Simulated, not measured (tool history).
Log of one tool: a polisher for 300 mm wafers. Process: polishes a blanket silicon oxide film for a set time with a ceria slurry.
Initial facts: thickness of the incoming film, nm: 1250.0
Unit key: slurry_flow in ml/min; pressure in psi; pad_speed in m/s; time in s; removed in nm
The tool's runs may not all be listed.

run	hour	slurry_flow	pressure	pad_speed	time	removed
1	0.0	155	3.8	0.98	48	237.28
2	1.6	155	3.8	0.98	51	247.66
3	7.0	150	3.1	0.88	51	191.43
4	11.6	150	3.1	0.88	51	186.35
5	18.6	145	2.6	0.82	51	149.17
6	23.6	145	2.6	0.82	51	150.29
7	24.4	145	2.6	0.82	51	150.55
8	31.6	140	2.3	0.78	51	126.58

Run 9 is up next; what results do you expect?
9	34.4	130	2.1	0.78	51	?

{"run 9": {"removed": 114.48}}

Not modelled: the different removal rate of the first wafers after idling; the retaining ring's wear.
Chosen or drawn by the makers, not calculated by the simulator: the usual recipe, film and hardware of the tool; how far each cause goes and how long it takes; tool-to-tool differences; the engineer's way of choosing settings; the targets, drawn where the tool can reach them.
